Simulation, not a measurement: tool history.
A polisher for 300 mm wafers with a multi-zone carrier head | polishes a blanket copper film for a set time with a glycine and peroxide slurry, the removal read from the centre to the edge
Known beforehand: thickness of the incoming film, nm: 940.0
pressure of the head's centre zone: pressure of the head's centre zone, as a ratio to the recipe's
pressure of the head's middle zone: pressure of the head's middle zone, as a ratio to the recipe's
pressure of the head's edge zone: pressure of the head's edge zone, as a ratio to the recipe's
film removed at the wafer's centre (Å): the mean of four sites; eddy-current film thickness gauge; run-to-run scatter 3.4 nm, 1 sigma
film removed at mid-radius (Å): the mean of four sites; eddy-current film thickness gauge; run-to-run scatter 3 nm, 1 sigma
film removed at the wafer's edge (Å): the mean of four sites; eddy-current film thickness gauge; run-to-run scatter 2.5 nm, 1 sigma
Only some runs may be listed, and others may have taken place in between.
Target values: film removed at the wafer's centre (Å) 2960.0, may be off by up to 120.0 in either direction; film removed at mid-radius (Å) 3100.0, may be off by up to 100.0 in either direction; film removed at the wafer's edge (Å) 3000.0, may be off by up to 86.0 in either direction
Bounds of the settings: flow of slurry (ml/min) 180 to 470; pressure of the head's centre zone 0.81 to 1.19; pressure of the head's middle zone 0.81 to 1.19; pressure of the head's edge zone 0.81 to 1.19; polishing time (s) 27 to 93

| run | hour | flow of slurry (ml/min) | pressure of the head's centre zone | pressure of the head's middle zone | pressure of the head's edge zone | polishing time (s) | film removed at the wafer's centre (Å) | film removed at mid-radius (Å) | film removed at the wafer's edge (Å) |
|---|---|---|---|---|---|---|---|---|---|
| 1 | 0.0 | 300 | 1.00 | 1.00 | 1.00 | 59 | 3650.6 | 3595.7 | 3639.5 |
| 2 | 2.4 | 300 | 0.99 | 1.00 | 0.98 | 58 | 3571.5 | 3561.3 | 3505.0 |
| 3 | 7.4 | 300 | 1.07 | 1.00 | 0.98 | 58 | 3838.7 | 3553.7 | 3546.7 |
| 4 | 10.0 | 295 | 1.05 | 0.99 | 0.97 | 57 | 3745.5 | 3467.5 | 3431.9 |
| 5 | 17.6 | 290 | 1.03 | 0.98 | 0.96 | 57 | 3646.3 | 3408.8 | 3388.1 |
| 6 | 21.6 | 290 | 1.03 | 0.98 | 0.96 | 45 | 2841.4 | 2726.6 | 2700.7 |
| 7 | 23.8 | 295 | 1.03 | 0.99 | 0.97 | 45 | 2870.1 | 2732.3 | 2705.9 |
| 8 | 29.0 | 300 | 1.03 | 1.00 | 0.98 | 45 | 2888.5 | 2816.5 | 2749.6 |
| 9 | 32.6 | 300 | 1.03 | 1.00 | 0.98 | 45 | 2850.1 | 2769.1 | 2728.9 |
| 10 | 33.6 | 305 | 1.03 | 1.01 | 0.99 | 45 | 2834.0 | 2847.7 | 2747.4 |
| 11 | 40.7 | 310 | 1.03 | 1.01 | 1.00 | 45 | 2839.3 | 2798.2 | 2733.6 |
| 12 | 44.7 | 310 | 1.01 | 1.09 | 1.10 | 49 | 3070.7 | 3227.9 | 3032.2 |

Below are 5 possible settings for the next run. Only one of them brings all results inside the allowed miss of their targets. Which is it?
| A | 48.7 | 345 | 0.87 | 0.97 | 1.13 | 47 | ? | ? | ? |
| B | 48.7 | 315 | 0.97 | 1.06 | 1.11 | 44 | ? | ? | ? |
| C | 48.7 | 380 | 0.94 | 1.10 | 1.04 | 45 | ? | ? | ? |
| D | 48.7 | 465 | 1.03 | 1.10 | 1.19 | 45 | ? | ? | ? |
| E | 48.7 | 335 | 1.00 | 1.06 | 1.05 | 44 | ? | ? | ? |

| move | film removed at the wafer's centre (Å) | film removed at mid-radius (Å) | film removed at the wafer's edge (Å) |
|---|---|---|---|
| A | 2581.6 | 2892.9 | 2988.0 |
| B | 2615.4 | 2892.8 | 2757.3 |
| C | 2657.7 | 3106.9 | 2791.4 |
| D | 2911.3 | 3151.3 | 2963.6 |
| E | 2699.4 | 2910.1 | 2716.4 |
A: the result that was furthest off in the last run now lies on the other side of its target
B: the result that was furthest off in the last run now lies on the other side of its target
C: brings the result that was furthest off to its target, and leaves another outside
D: every result within its allowed miss
E: the result that was furthest off in the last run now lies on the other side of its target
Answer: D
